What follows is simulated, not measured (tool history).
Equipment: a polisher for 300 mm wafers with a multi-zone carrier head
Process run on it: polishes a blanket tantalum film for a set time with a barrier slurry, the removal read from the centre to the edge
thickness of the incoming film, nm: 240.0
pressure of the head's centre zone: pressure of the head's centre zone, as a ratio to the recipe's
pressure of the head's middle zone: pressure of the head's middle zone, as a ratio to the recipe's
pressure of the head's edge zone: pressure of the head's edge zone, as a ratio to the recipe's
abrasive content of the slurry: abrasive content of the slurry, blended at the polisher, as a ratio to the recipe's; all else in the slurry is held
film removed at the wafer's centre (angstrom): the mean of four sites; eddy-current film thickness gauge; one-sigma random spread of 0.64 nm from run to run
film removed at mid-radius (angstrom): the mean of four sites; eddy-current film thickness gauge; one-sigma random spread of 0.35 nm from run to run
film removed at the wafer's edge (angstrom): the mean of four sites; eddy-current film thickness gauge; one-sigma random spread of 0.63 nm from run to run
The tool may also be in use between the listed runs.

run    day  flow of slurry (ml/min)  pressure of the head's centre zone  pressure of the head's middle zone  pressure of the head's edge zone  abrasive content of the slurry  polishing time (s)  film removed at the wafer's centre (angstrom)  film removed at mid-radius (angstrom)  film removed at the wafer's edge (angstrom)
  1      0                      190                                   1                                   1                                 1                               1                  32                                         362.96                                 352.42                                       364.37
  2  0.204                      190                                1.06                                   1                                 1                               1                  32                                         381.76                                 355.52                                       360.56
  3   0.45                      190                                1.06                                   1                                 1                            1.15                  32                                         399.76                                 371.09                                       374.03
  4  0.583                      200                                1.07                                1.04                              1.03                             1.2                  32                                         411.36                                 387.53                                       386.42
  5  0.721                      200                                1.07                                1.04                              1.03                             1.1                  32                                         396.44                                 383.64                                       372.77
  6  1.088                      200                                1.07                                1.04                              1.03                             1.2                  32                                         413.84                                  384.3                                       388.96

Run 7, settings as shown, results not yet in. Your forecast:
  7  1.242                      210                                1.07                                1.08                              1.02                            1.25                  32                                              ?                                      ?                                            ?

film removed at the wafer's centre (angstrom): 419.03
film removed at mid-radius (angstrom): 409.18
film removed at the wafer's edge (angstrom): 387.87

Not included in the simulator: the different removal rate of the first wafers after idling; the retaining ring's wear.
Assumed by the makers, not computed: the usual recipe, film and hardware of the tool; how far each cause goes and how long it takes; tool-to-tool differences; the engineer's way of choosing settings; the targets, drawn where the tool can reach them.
